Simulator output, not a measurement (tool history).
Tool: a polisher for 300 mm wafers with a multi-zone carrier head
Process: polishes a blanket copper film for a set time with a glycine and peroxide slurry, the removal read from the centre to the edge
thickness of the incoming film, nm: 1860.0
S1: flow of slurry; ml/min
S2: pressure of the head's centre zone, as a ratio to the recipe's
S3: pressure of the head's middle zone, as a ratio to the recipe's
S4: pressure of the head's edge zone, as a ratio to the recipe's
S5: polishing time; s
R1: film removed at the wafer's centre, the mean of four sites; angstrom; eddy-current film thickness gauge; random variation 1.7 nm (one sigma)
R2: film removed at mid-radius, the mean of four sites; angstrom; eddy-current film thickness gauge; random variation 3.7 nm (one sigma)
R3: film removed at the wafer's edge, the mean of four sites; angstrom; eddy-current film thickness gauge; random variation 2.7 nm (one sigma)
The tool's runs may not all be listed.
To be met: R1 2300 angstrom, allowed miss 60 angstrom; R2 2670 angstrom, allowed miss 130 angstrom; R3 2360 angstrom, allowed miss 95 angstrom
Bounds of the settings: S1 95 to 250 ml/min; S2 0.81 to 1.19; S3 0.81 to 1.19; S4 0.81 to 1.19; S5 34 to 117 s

| run | day | S1 | S2 | S3 | S4 | S5 | R1 | R2 | R3 |
|---|---|---|---|---|---|---|---|---|---|
| 1 | 0 | 160 | 1 | 1 | 1 | 75 | 3391.9 | 3561.6 | 3525.3 |
| 2 | 0.042 | 160 | 1 | 0.93 | 1 | 75 | 3431.9 | 3282.1 | 3506.6 |
| 3 | 0.142 | 160 | 1 | 0.93 | 0.96 | 75 | 3447.5 | 3363.2 | 3373.4 |
| 4 | 0.325 | 155 | 0.97 | 0.92 | 0.94 | 72 | 3178.1 | 3168.4 | 3210.8 |
| 5 | 0.492 | 155 | 0.97 | 0.87 | 0.94 | 72 | 3186.7 | 3054.6 | 3181.5 |
| 6 | 0.846 | 155 | 0.95 | 0.88 | 0.92 | 69 | 2980.9 | 2971.4 | 3018.6 |
| 7 | 0.925 | 140 | 0.89 | 0.97 | 0.82 | 53 | 2155.6 | 2384.6 | 2200.6 |
| 8 | 1.058 | 145 | 0.89 | 0.98 | 0.83 | 53 | 2202.7 | 2424.2 | 2220 |
| 9 | 1.308 | 145 | 0.89 | 0.98 | 0.83 | 53 | 2181.9 | 2406.6 | 2229.1 |
| 10 | 1.533 | 150 | 0.89 | 0.99 | 0.83 | 53 | 2221.1 | 2448.8 | 2221.2 |
| 11 | 1.6 | 150 | 0.89 | 1 | 0.84 | 53 | 2221.9 | 2393.7 | 2256.7 |
| 12 | 1.854 | 145 | 0.89 | 1.01 | 0.83 | 54 | 2211.2 | 2430.1 | 2256.5 |
|  | 2.229 | slurry nozzle cleaned |
| 13 | 2.229 | 175 | 0.88 | 1.08 | 0.85 | 55 | 2474.3 | 2907.8 | 2430 |
| 14 | 2.325 | 175 | 0.88 | 1.08 | 0.85 | 55 | 2487 | 2825.4 | 2450.5 |
| 15 | 2.567 | 170 | 0.88 | 1.08 | 0.85 | 55 | 2480.5 | 2879.7 | 2431 |
| 16 | 2.712 | 165 | 0.88 | 1.08 | 0.85 | 55 | 2461.8 | 2856.3 | 2466.7 |
| 17 | 2.858 | 160 | 0.88 | 1.08 | 0.84 | 55 | 2494.4 | 2843 | 2456.7 |
| 18 | 3.167 | 160 | 0.87 | 1.07 | 0.84 | 55 | 2446.1 | 2822.8 | 2406.6 |
| 19 | 3.233 | 155 | 0.86 | 1.06 | 0.84 | 55 | 2403 | 2772.4 | 2361.2 |
| 20 | 3.362 | 155 | 0.85 | 1.05 | 0.86 | 55 | 2388.3 | 2785.7 | 2428.3 |
| 21 | 3.575 | 150 | 0.85 | 1.05 | 0.86 | 55 | 2387.3 | 2723.5 | 2419.2 |

Which of these 4 next moves meets every target?
| A | 3.788 | 145 | 0.81 | 1.1 | 0.97 | 54 | ? | ? | ? |
| B | 3.788 | 120 | 0.81 | 1.1 | 0.89 | 53 | ? | ? | ? |
| C | 3.788 | 165 | 0.87 | 1.08 | 0.89 | 52 | ? | ? | ? |
| D | 3.788 | 130 | 0.81 | 1.05 | 0.99 | 54 | ? | ? | ? |

| move | R1 | R2 | R3 |
|---|---|---|---|
| A | 2258.8 | 2713.1 | 2478.7 |
| B | 2139 | 2580.8 | 2285.7 |
| C | 2331.2 | 2633.8 | 2326 |
| D | 2213.2 | 2590.3 | 2472.8 |
A: brings the result that was furthest off to its target, and leaves another outside
B: takes the result that was furthest off past its target
C: meets every target
D: takes the result that was furthest off past its target
Move C is the one to make.
